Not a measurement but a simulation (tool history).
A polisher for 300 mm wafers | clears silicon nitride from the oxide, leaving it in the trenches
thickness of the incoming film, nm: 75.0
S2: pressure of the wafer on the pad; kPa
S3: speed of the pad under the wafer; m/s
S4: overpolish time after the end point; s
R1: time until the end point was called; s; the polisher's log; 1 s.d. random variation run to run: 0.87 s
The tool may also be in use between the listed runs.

run 1 day=0 | flow_of_slurry_(ml/min)=175 S2=17.2 S3=1.28 S4=4 | R1=62.123
run 2 day=0.212 | flow_of_slurry_(ml/min)=175 S2=17.9 S3=1.28 S4=4 | R1=59.535
run 3 day=0.367 | flow_of_slurry_(ml/min)=175 S2=13.8 S3=1.28 S4=4 | R1=73.801
run 4 day=0.462 | flow_of_slurry_(ml/min)=175 S2=13.8 S3=1.28 S4=4 | R1=72.856
run 5 day=0.538 | flow_of_slurry_(ml/min)=175 S2=9.7 S3=1.28 S4=4 | R1=93.699
run 6 day=0.821 | flow_of_slurry_(ml/min)=175 S2=9.7 S3=1.28 S4=3 | R1=92.467
run 7 day=1.092 | flow_of_slurry_(ml/min)=180 S2=14.5 S3=1.42 S4=3 | R1=64.308
run 8 day=1.321 | flow_of_slurry_(ml/min)=180 S2=15.2 S3=1.42 S4=3 | R1=64.655
run 9 day=1.512 | flow_of_slurry_(ml/min)=180 S2=15.2 S3=1.42 S4=3 | R1=60.449
run 10 day=1.783 | flow_of_slurry_(ml/min)=180 S2=15.2 S3=1.42 S4=3 | R1=62.091
run 11 day=1.917 | flow_of_slurry_(ml/min)=180 S2=15.9 S3=1.42 S4=3 | R1=60.953
run 12 day=2.242 | flow_of_slurry_(ml/min)=180 S2=16.5 S3=1.42 S4=3 | R1=56.561
run 13 day=2.371 | flow_of_slurry_(ml/min)=180 S2=17.2 S3=1.42 S4=3 | R1=57.261
run 14 day=2.675 | flow_of_slurry_(ml/min)=180 S2=17.9 S3=1.42 S4=3 | R1=53.125

What does the tool deliver on the next run?
run 15 day=3.046 | flow_of_slurry_(ml/min)=180 S2=19.3 S3=1.44 S4=3 | R1=?

Run 15 yielded R1 48.932 s.
